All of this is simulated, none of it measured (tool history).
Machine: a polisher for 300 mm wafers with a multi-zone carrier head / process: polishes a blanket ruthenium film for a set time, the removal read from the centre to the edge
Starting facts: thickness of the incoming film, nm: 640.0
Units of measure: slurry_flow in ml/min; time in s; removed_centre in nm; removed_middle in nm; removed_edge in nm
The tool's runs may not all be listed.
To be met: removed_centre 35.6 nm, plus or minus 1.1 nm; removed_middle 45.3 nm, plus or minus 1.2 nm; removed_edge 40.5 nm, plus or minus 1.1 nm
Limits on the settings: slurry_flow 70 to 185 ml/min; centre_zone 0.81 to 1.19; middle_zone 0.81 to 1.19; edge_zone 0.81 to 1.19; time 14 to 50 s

run	hour	slurry_flow	centre_zone	middle_zone	edge_zone	time	removed_centre	removed_middle	removed_edge
1	0	120	1	1	1	32	28.284	28.353	27.967
2	6.9	125	0.99	1.03	1.03	33	29.411	29.776	29.539
3	8.2	145	0.99	1.03	1.03	33	29.736	31.004	30.363
4	10	145	0.99	1.03	0.96	33	29.942	30.871	29.536
5	12.9	150	0.97	1.05	0.97	34	30.682	32.696	30.082
6	18.9	150	0.97	1.05	0.97	40	35.981	38.327	35.529
7	21.3	180	0.87	1.15	1.07	41	34.513	43.669	39.226
# hour 21.9: worn pad replaced by a new one
8	21.9	180	0.87	1.15	1.08	41	38.095	49.035	43.632
9	25.9	175	0.87	1.15	1.08	41	38.122	48.546	42.948
10	32.8	175	0.87	1.15	1.07	41	38.691	48.055	42.696
11	34.1	175	0.86	1.14	1.06	41	37.74	47.537	42.609
12	38.4	175	0.85	1.14	1.05	40	36.956	46.362	42.077

Of the 4 settings listed for the next run, only one would bring every result within its allowed miss of target. Which one?
A	42.7	150	0.93	1.03	0.97	41	?	?	?
B	42.7	150	0.86	1.08	1.05	40	?	?	?
C	42.7	185	0.89	1.19	1.07	40	?	?	?
D	42.7	160	0.87	1.15	1.11	39	?	?	?

move	removed_centre	removed_middle	removed_edge
A	39.404	42.864	40.083
B	35.82	43.552	40.127
C	38.451	48.998	41.351
D	35.764	45.318	40.177
A: brings the result that was furthest off to its target, and leaves another outside
B: brings the result that was furthest off to its target, and leaves another outside
C: brings the result that was furthest off to its target, and leaves another outside
D: all results in spec
D meets every target.
